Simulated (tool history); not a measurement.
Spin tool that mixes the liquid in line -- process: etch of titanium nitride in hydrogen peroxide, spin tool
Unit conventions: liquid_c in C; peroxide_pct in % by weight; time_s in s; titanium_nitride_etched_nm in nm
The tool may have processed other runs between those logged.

Run 1, hour 0: liquid_c 56 C, peroxide_pct 16.5 % by weight, time_s 220 s. Result: titanium_nitride_etched_nm 11.913 nm.
Run 2, hour 5.2: liquid_c 54 C, peroxide_pct 16.5 % by weight, time_s 220 s. Result: titanium_nitride_etched_nm 10.234 nm.
Run 3, hour 10.5: liquid_c 52.5 C, peroxide_pct 16.5 % by weight, time_s 220 s. Result: titanium_nitride_etched_nm 9.2687 nm.
Run 4, hour 16.9: liquid_c 51.5 C, peroxide_pct 16.5 % by weight, time_s 220 s. Result: titanium_nitride_etched_nm 8.5762 nm.
Run 5, hour 20.2: liquid_c 51.5 C, peroxide_pct 14 % by weight, time_s 220 s. Result: titanium_nitride_etched_nm 8.2468 nm.
Run 6, hour 25.2: liquid_c 45 C, peroxide_pct 14 % by weight, time_s 220 s. Result: titanium_nitride_etched_nm 5.1732 nm.
Run 7, hour 32.3: liquid_c 46 C, peroxide_pct 14 % by weight, time_s 220 s. Result: titanium_nitride_etched_nm 5.5382 nm.
Run 8, hour 39.6: liquid_c 46.5 C, peroxide_pct 14 % by weight, time_s 220 s. Result: titanium_nitride_etched_nm 5.7587 nm.

What does the tool deliver on the next run?
Run 9, hour 47.5: liquid_c 49.5 C, peroxide_pct 14 % by weight, time_s 220 s. Result: titanium_nitride_etched_nm ?.

{"run 9": {"titanium_nitride_etched_nm": 7.1611}}
